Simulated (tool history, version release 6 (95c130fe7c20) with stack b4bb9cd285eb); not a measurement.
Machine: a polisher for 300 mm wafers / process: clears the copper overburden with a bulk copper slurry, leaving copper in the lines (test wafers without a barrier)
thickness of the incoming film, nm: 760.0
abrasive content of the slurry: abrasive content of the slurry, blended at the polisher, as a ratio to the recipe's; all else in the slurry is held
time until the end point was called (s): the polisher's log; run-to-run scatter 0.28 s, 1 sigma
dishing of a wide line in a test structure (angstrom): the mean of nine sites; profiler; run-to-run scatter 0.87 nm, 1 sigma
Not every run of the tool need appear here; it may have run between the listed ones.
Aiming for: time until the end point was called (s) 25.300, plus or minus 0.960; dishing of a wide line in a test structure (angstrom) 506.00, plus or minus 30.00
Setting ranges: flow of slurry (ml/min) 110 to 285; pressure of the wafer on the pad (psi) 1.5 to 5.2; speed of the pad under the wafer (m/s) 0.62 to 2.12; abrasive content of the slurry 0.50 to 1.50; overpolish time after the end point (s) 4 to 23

run  hour  flow of slurry (ml/min)  pressure of the wafer on the pad (psi)  speed of the pad under the wafer (m/s)  abrasive content of the slurry  overpolish time after the end point (s)  time until the end point was called (s)  dishing of a wide line in a test structure (angstrom)
  1   0.0                      180                                     3.3                                    1.36                            1.00                                       12                                   54.295                                                 442.85
  2   7.5                      180                                     3.3                                    1.54                            1.00                                       12                                   47.240                                                 450.61
  3  15.0                      180                                     3.3                                    1.54                            1.00                                        8                                   48.469                                                 412.74
  4  21.7                      180                                     3.3                                    1.54                            1.00                                        4                                   46.478                                                 295.78
  5  24.7                      205                                     3.3                                    1.54                            1.00                                        4                                   46.929                                                 295.60
  6  27.6                      200                                     3.6                                    1.56                            1.00                                        5                                   42.263                                                 359.96
  7  31.9                      205                                     3.8                                    1.60                            1.00                                        5                                   39.239                                                 371.83
  8  37.2                      210                                     4.8                                    1.70                            1.00                                       11                                   29.847                                                 501.62
  9  39.1                      210                                     4.8                                    1.70                            1.00                                       11                                   30.041                                                 511.83
 10  39.9                      210                                     4.9                                    1.72                            1.00                                       11                                   28.848                                                 507.14

Consider the 4 candidate settings below. Which is the only one whose results all fall within their allowed miss of target?
  A  40.7                      150                                     4.7                                    1.88                            1.15                                       15                                        ?                                                      ?
  B  40.7                      225                                     5.2                                    1.98                            1.10                                        7                                        ?                                                      ?
  C  40.7                      230                                     5.1                                    2.02                            1.20                                       10                                        ?                                                      ?
  D  40.7                      220                                     4.9                                    1.90                            1.10                                       11                                        ?                                                      ?

move  time until the end point was called (s)  dishing of a wide line in a test structure (angstrom)
   A                                   27.871                                                 498.20
   B                                   23.374                                                 484.48
   C                                   22.967                                                 499.83
   D                                   25.818                                                 496.97
A: an improvement on the last run, though not all results are within tolerance
B: takes the result that was furthest off past its target
C: takes the result that was furthest off past its target
D: every result lands within tolerance
D is the move that brings every result within its allowed miss.
